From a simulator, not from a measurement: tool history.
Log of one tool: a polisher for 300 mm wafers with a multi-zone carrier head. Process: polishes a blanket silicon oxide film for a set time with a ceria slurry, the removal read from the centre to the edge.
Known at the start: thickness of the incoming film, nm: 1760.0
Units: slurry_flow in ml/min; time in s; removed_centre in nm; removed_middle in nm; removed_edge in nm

Run 1, day 0.000: slurry_flow 265 ml/min, centre_zone 1.00, middle_zone 1.00, edge_zone 1.00, time 34 s. Result: removed_centre 115.790 nm, removed_middle 132.06 nm, removed_edge 132.68 nm.
Run 2, day 0.233: slurry_flow 265 ml/min, centre_zone 0.95, middle_zone 1.00, edge_zone 1.00, time 34 s. Result: removed_centre 109.900 nm, removed_middle 133.10 nm, removed_edge 129.13 nm.
Run 3, day 0.500: slurry_flow 265 ml/min, centre_zone 0.95, middle_zone 1.00, edge_zone 1.00, time 30 s. Result: removed_centre 98.495 nm, removed_middle 116.90 nm, removed_edge 115.23 nm.
Run 4, day 0.675: slurry_flow 275 ml/min, centre_zone 0.99, middle_zone 1.03, edge_zone 1.01, time 31 s. Result: removed_centre 104.310 nm, removed_middle 125.03 nm, removed_edge 120.71 nm.
Run 5, day 0.800: slurry_flow 280 ml/min, centre_zone 1.03, middle_zone 1.05, edge_zone 1.01, time 32 s. Result: removed_centre 114.100 nm, removed_middle 130.69 nm, removed_edge 126.25 nm.
Run 6, day 1.167: slurry_flow 285 ml/min, centre_zone 1.05, middle_zone 1.08, edge_zone 1.02, time 33 s. Result: removed_centre 119.810 nm, removed_middle 139.84 nm, removed_edge 128.75 nm.
Run 7, day 1.242: slurry_flow 285 ml/min, centre_zone 1.05, middle_zone 1.08, edge_zone 1.02, time 33 s. Result: removed_centre 119.210 nm, removed_middle 139.19 nm, removed_edge 129.05 nm.
Run 8, day 1.579: slurry_flow 290 ml/min, centre_zone 1.07, middle_zone 1.09, edge_zone 1.04, time 34 s. Result: removed_centre 129.410 nm, removed_middle 144.30 nm, removed_edge 136.37 nm.

Run 9 comes next. What will it give?
Run 9, day 1.862: slurry_flow 295 ml/min, centre_zone 1.07, middle_zone 1.11, edge_zone 1.06, time 35 s. Result: removed_centre ?, removed_middle ?, removed_edge ?.

removed_centre: 128.400 nm
removed_middle: 149.86 nm
removed_edge: 141.72 nm

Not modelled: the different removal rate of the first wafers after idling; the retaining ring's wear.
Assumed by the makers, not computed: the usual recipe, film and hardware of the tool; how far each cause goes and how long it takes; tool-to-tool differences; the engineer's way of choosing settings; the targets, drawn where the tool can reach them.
